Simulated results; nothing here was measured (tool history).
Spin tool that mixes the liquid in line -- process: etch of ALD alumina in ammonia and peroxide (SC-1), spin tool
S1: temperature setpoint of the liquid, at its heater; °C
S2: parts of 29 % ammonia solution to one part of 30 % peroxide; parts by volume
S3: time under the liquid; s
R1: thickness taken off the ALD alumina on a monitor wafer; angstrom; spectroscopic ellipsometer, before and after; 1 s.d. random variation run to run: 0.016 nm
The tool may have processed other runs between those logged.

run,hour,S1,S2,S3,R1
1,0,55,0.8,85,54.923
2,3.6,59,0.8,85,67.878
3,11,55,0.8,85,55.257
4,16.3,55,0.8,65,42.33
5,23,54.5,0.8,65,40.704
6,26.9,54,0.8,65,39.82
7,29,53.5,0.8,65,38.695

What will run 8 give?
8,37,53,0.8,65,?

Logged for run 8: R1 37.658 angstrom.
